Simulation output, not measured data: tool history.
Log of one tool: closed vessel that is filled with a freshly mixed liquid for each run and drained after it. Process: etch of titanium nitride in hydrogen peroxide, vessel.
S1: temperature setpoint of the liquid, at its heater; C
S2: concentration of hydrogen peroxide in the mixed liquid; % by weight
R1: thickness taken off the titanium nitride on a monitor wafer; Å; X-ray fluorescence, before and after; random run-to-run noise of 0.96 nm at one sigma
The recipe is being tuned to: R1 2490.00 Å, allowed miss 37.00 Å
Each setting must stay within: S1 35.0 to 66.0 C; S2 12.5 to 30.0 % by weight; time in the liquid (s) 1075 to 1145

run 1 day=0.000 | S1=51.0 S2=24.5 time_in_the_liquid_(s)=1075 | R1=950.42
run 2 day=0.333 | S1=54.5 S2=24.5 time_in_the_liquid_(s)=1075 | R1=1223.80
run 3 day=0.433 | S1=60.5 S2=24.5 time_in_the_liquid_(s)=1075 | R1=1841.20
run 4 day=0.454 | S1=60.5 S2=24.5 time_in_the_liquid_(s)=1145 | R1=1966.40
run 5 day=0.479 | S1=60.5 S2=24.5 time_in_the_liquid_(s)=1145 | R1=1953.00
run 6 day=0.821 | S1=60.5 S2=26.5 time_in_the_liquid_(s)=1145 | R1=2003.50
run 7 day=1.054 | S1=61.5 S2=26.5 time_in_the_liquid_(s)=1145 | R1=2147.10
-- day=1.208 peroxide flow meter replaced
run 8 day=1.208 | S1=62.0 S2=26.5 time_in_the_liquid_(s)=1145 | R1=2264.60
run 9 day=1.288 | S1=62.5 S2=26.5 time_in_the_liquid_(s)=1145 | R1=2340.60
run 10 day=1.542 | S1=63.0 S2=26.5 time_in_the_liquid_(s)=1145 | R1=2432.70

Which one of the following 4 next-run settings gets every result inside its allowed miss? There is exactly one.
run A day=1.796 | S1=63.5 S2=29.0 time_in_the_liquid_(s)=1080 | R1=?
run B day=1.796 | S1=62.5 S2=27.0 time_in_the_liquid_(s)=1145 | R1=?
run C day=1.796 | S1=64.5 S2=23.5 time_in_the_liquid_(s)=1085 | R1=?
run D day=1.796 | S1=63.5 S2=24.0 time_in_the_liquid_(s)=1085 | R1=?

move=A R1=2417.80
move=B R1=2360.20
move=C R1=2478.70
move=D R1=2330.20
A: its largest miss is bigger than the last run's
B: its largest miss is bigger than the last run's
C: every result lands within tolerance
D: its largest miss is bigger than the last run's
C meets every target.
